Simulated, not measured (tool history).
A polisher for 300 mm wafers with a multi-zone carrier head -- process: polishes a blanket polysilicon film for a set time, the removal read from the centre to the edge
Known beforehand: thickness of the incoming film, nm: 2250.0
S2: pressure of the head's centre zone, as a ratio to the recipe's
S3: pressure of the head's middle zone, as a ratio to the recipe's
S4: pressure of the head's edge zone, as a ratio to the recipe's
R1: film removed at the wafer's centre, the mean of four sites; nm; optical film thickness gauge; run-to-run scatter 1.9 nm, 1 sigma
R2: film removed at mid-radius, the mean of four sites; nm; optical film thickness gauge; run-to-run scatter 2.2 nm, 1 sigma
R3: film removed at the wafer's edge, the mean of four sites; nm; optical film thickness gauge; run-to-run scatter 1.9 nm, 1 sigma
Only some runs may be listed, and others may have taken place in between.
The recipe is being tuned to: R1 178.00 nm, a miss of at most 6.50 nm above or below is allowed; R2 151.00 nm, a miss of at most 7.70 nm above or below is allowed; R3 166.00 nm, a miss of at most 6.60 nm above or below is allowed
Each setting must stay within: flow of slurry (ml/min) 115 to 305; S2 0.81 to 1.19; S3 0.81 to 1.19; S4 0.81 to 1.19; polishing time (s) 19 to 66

Run 1, day 0.000: flow of slurry (ml/min) 195, S2 1.00, S3 1.00, S4 1.00, polishing time (s) 42. Result: R1 255.80 nm, R2 255.43 nm, R3 243.30 nm.
Run 2, day 0.292: flow of slurry (ml/min) 220, S2 1.00, S3 1.00, S4 1.00, polishing time (s) 42. Result: R1 259.25 nm, R2 255.65 nm, R3 251.21 nm.
Run 3, day 0.638: flow of slurry (ml/min) 220, S2 1.00, S3 0.97, S4 1.00, polishing time (s) 42. Result: R1 261.02 nm, R2 246.61 nm, R3 246.99 nm.
Run 4, day 0.796: flow of slurry (ml/min) 195, S2 1.00, S3 0.97, S4 1.00, polishing time (s) 42. Result: R1 261.39 nm, R2 242.68 nm, R3 249.52 nm.
Run 5, day 0.917: flow of slurry (ml/min) 195, S2 1.00, S3 0.97, S4 0.96, polishing time (s) 42. Result: R1 256.64 nm, R2 244.55 nm, R3 245.66 nm.
Run 6, day 0.992: flow of slurry (ml/min) 155, S2 1.00, S3 0.97, S4 0.96, polishing time (s) 42. Result: R1 242.48 nm, R2 229.22 nm, R3 234.26 nm.
Run 7, day 1.225: flow of slurry (ml/min) 155, S2 1.01, S3 0.95, S4 0.95, polishing time (s) 38. Result: R1 223.41 nm, R2 205.42 nm, R3 208.43 nm.
Run 8, day 1.588: flow of slurry (ml/min) 150, S2 1.00, S3 0.92, S4 0.94, polishing time (s) 36. Result: R1 206.13 nm, R2 187.84 nm, R3 199.67 nm.
Run 9, day 1.821: flow of slurry (ml/min) 145, S2 1.01, S3 0.90, S4 0.93, polishing time (s) 34. Result: R1 192.71 nm, R2 177.01 nm, R3 186.63 nm.
Run 10, day 1.962: flow of slurry (ml/min) 140, S2 1.03, S3 0.88, S4 0.92, polishing time (s) 33. Result: R1 189.74 nm, R2 164.56 nm, R3 179.59 nm.

4 candidate next runs follow, results not yet known. Just one meets every target within its allowed miss. Identify it.
Run A, day 2.104: flow of slurry (ml/min) 135, S2 1.19, S3 0.81, S4 0.85, polishing time (s) 29. Result: R1 ?, R2 ?, R3 ?.
Run B, day 2.104: flow of slurry (ml/min) 115, S2 1.03, S3 0.84, S4 0.88, polishing time (s) 33. Result: R1 ?, R2 ?, R3 ?.
Run C, day 2.104: flow of slurry (ml/min) 125, S2 1.03, S3 0.91, S4 0.86, polishing time (s) 30. Result: R1 ?, R2 ?, R3 ?.
Run D, day 2.104: flow of slurry (ml/min) 130, S2 0.84, S3 0.89, S4 0.92, polishing time (s) 35. Result: R1 ?, R2 ?, R3 ?.

move      R1      R2      R3
   A  192.29  137.16  150.54
   B  179.79  153.34  168.60
   C  168.16  151.59  154.14
   D  161.66  175.97  186.88
A: carries the result that was furthest off beyond its target, to the other side
B: all results land within tolerance of their targets
C: carries the result that was furthest off beyond its target, to the other side
D: its largest miss is bigger than the last run's
B meets every target.
